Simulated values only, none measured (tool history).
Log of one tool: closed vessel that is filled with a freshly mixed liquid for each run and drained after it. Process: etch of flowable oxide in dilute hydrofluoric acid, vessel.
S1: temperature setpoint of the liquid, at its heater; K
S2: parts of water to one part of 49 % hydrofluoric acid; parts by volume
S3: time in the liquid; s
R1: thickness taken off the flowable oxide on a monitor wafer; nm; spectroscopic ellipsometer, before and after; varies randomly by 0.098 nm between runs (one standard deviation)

{"run": 1, "hour": 0.0, "S1": 299.15, "S2": 130, "S3": 30, "R1": 4.8368}
{"run": 2, "hour": 6.7, "S1": 296.65, "S2": 130, "S3": 30, "R1": 4.3988}
{"run": 3, "hour": 7.8, "S1": 298.15, "S2": 120, "S3": 30, "R1": 5.0735}
{"run": 4, "hour": 12.3, "S1": 298.15, "S2": 120, "S3": 30, "R1": 5.1392}
{"run": 5, "hour": 19.8, "S1": 299.65, "S2": 110, "S3": 30, "R1": 5.9656}
{"run": 6, "hour": 20.7, "S1": 299.65, "S2": 110, "S3": 30, "R1": 6.0383}
{"run": 7, "hour": 27.0, "S1": 300.65, "S2": 105, "S3": 30, "R1": 6.5478}
{"run": 8, "hour": 31.1, "S1": 301.65, "S2": 100, "S3": 30, "R1": 7.1822}
{"run": 9, "hour": 37.6, "S1": 302.65, "S2": 95, "S3": 30, "R1": 8.0464}
{"run": 10, "hour": 42.3, "S1": 302.65, "S2": 95, "S3": 30, "R1": 7.9451}
{"run": 11, "hour": 48.0, "S1": 303.15, "S2": 95, "S3": 30, "R1": 8.138}
{"run": 12, "hour": 56.9, "S1": 303.65, "S2": 95, "S3": 30, "R1": 8.1673}

Estimate the outcome of run 13 from the log above:
{"run": 13, "hour": 62.2, "S1": 307.15, "S2": 70, "S3": 30, "R1": "?"}

R1: 13.3200 nm
